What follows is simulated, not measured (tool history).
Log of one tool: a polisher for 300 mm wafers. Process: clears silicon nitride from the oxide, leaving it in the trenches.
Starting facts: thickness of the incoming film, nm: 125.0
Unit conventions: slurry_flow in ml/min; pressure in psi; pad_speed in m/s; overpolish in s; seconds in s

| run | hour | slurry_flow | pressure | pad_speed | overpolish | seconds |
|---|---|---|---|---|---|---|
| 1 | 0 | 260 | 2.7 | 1.18 | 6 | 114.48 |
| 2 | 8.5 | 260 | 2.6 | 1.18 | 6 | 115.36 |
| 3 | 10.6 | 260 | 2.5 | 1.18 | 6 | 123.1 |
| 4 | 13.9 | 260 | 2.5 | 1.18 | 6 | 123.08 |
| 5 | 21.5 | 260 | 2.5 | 1.18 | 5 | 123.37 |
| 6 | 28.6 | 260 | 2.5 | 1.18 | 6 | 122.68 |

Run 7 comes next. What will it give?
| 7 | 32.2 | 260 | 2.4 | 1.18 | 6 | ? |

{"run 7": {"seconds": 127.74}}
